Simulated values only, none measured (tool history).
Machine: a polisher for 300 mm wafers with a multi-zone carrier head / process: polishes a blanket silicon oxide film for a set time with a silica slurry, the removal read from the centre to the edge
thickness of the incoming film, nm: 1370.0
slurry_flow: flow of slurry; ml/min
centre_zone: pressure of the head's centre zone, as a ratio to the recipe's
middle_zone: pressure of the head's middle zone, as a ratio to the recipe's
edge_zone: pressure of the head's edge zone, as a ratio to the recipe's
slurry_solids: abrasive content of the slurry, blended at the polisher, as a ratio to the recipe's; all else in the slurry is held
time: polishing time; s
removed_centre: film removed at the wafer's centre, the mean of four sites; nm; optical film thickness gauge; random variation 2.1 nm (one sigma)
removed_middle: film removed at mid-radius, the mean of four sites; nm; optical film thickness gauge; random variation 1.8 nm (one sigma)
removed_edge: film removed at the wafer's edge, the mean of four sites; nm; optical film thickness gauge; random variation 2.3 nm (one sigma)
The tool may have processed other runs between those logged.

run  hour  slurry_flow  centre_zone  middle_zone  edge_zone  slurry_solids  time  removed_centre  removed_middle  removed_edge
  1   0.0          180         1.00         1.00       1.00           1.00    42          148.32          146.77        142.21
  2   4.9          180         1.00         1.00       1.07           1.00    42          149.47          146.04        145.66
  3  13.3          185         0.99         1.01       1.08           1.05    42          149.13          149.21        153.39
  4  18.6          185         0.99         1.01       1.13           1.05    42          151.87          151.96        156.66
  5  25.4          185         0.99         1.04       1.13           1.05    42          148.90          151.78        155.48
  6  32.9          190         0.99         1.06       1.13           1.10    42          155.48          161.17        157.60

For run 7, what comes out?
  7  35.2          195         0.98         1.06       1.14           1.15    42               ?               ?             ?

{"run 7": {"removed_centre": 152.57, "removed_middle": 161.66, "removed_edge": 165.57}}
